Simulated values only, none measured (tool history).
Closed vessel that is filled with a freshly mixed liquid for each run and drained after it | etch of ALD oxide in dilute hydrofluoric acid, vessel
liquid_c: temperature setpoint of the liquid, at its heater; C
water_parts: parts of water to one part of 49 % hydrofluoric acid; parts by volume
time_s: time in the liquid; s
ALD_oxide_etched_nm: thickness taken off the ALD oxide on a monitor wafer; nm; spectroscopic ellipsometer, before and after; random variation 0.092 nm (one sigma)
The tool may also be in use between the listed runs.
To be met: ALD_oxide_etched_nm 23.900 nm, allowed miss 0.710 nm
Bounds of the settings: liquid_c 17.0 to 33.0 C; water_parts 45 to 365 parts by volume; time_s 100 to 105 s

run	day	liquid_c	water_parts	time_s	ALD_oxide_etched_nm
1	0.000	25.0	205	100	14.216
2	0.042	25.0	205	105	15.014
3	0.275	25.0	250	105	11.743
4	0.492	27.5	225	105	14.713
5	0.821	29.0	205	105	17.373
6	1.171	29.0	205	105	17.404
7	1.221	30.0	195	105	19.175
8	1.408	33.0	170	105	24.999

Which of these 5 next moves meets every target?
A	1.596	32.5	180	100	?
B	1.596	32.5	175	100	?
C	1.596	28.5	150	100	?
D	1.596	30.5	165	100	?
E	1.596	31.0	155	105	?

move	ALD_oxide_etched_nm
A	21.803
B	22.576
C	23.618
D	22.630
E	26.086
A: takes the result that was furthest off past its target
B: takes the result that was furthest off past its target
C: meets every target
D: takes the result that was furthest off past its target
E: further off than the last run
Answer: C
